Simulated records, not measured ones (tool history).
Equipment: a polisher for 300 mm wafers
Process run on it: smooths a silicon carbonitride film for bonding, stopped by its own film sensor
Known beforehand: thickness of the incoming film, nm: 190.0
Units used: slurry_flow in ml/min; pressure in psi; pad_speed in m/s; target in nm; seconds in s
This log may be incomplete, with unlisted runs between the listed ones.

run	hour	slurry_flow	pressure	pad_speed	slurry_solids	target	seconds
1	0	130	1.4	0.88	1	183	39.554
2	2.5	125	1.3	0.88	1	183	42.466
3	11.3	120	1.2	0.88	1	183	45.797
4	12.7	120	1.4	0.88	1	183	39.914
5	14.9	120	1.4	0.88	1	183	40.156
6	17.4	120	1.4	0.88	0.9	183	41.821

Run 7 comes next. What will it give?
7	24.8	115	1.3	0.88	0.9	183	?

{"run 7": {"seconds": 44.492}}

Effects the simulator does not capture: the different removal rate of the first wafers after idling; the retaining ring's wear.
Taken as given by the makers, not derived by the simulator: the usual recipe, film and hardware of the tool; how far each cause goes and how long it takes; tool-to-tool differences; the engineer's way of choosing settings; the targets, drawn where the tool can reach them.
